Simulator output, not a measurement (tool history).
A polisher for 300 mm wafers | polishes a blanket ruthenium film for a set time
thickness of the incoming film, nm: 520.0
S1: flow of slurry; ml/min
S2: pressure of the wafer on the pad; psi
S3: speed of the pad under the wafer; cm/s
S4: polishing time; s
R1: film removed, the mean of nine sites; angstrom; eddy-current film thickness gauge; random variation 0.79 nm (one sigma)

| run | day | S1 | S2 | S3 | S4 | R1 |
|---|---|---|---|---|---|---|
| 1 | 0 | 300 | 1.6 | 110 | 78 | 823.45 |
| 2 | 0.292 | 300 | 1.8 | 110 | 78 | 906.73 |
| 3 | 0.417 | 350 | 1.8 | 110 | 78 | 930.89 |
| 4 | 0.6 | 355 | 1.9 | 110 | 78 | 982.01 |
| 5 | 0.754 | 355 | 2.3 | 110 | 78 | 1191.9 |
| 6 | 0.892 | 355 | 2.5 | 110 | 78 | 1303 |
| 7 | 1.112 | 345 | 2.4 | 110 | 78 | 1227.1 |
| 8 | 1.279 | 325 | 2.3 | 110 | 78 | 1161.4 |
| 9 | 1.358 | 305 | 2.3 | 110 | 78 | 1181.3 |

The next listed run, before its measurement:
| 10 | 1.629 | 305 | 2.2 | 110 | 78 | ? |

{"run 10": {"R1": 1114.1}}

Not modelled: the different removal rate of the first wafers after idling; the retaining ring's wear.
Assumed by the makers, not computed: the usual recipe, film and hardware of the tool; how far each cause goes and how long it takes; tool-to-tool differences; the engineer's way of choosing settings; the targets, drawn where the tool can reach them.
